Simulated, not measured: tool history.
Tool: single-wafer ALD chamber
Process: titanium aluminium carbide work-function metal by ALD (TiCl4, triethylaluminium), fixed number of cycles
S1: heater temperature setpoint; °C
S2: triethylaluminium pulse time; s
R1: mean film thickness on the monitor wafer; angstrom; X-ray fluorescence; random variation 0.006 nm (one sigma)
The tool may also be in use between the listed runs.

Run 1, hour 0: S1 300 °C, S2 8.32 s. Result: R1 19.143 angstrom.
Run 2, hour 0.8: S1 310 °C, S2 8.32 s. Result: R1 19.949 angstrom.
Run 3, hour 1.6: S1 306 °C, S2 8.32 s. Result: R1 19.639 angstrom.
Run 4, hour 8.8: S1 302 °C, S2 7.99 s. Result: R1 19.075 angstrom.
Run 5, hour 9.9: S1 299 °C, S2 7.8 s. Result: R1 18.886 angstrom.
Run 6, hour 18.2: S1 308 °C, S2 7.8 s. Result: R1 19.693 angstrom.
Run 7, hour 26.4: S1 304 °C, S2 7.47 s. Result: R1 19.18 angstrom.
Run 8, hour 32.9: S1 301 °C, S2 7.19 s. Result: R1 18.92 angstrom.

The next listed run, before its measurement:
Run 9, hour 33.7: S1 298 °C, S2 6.9 s. Result: R1 ?.

{"run 9": {"R1": 18.425}}
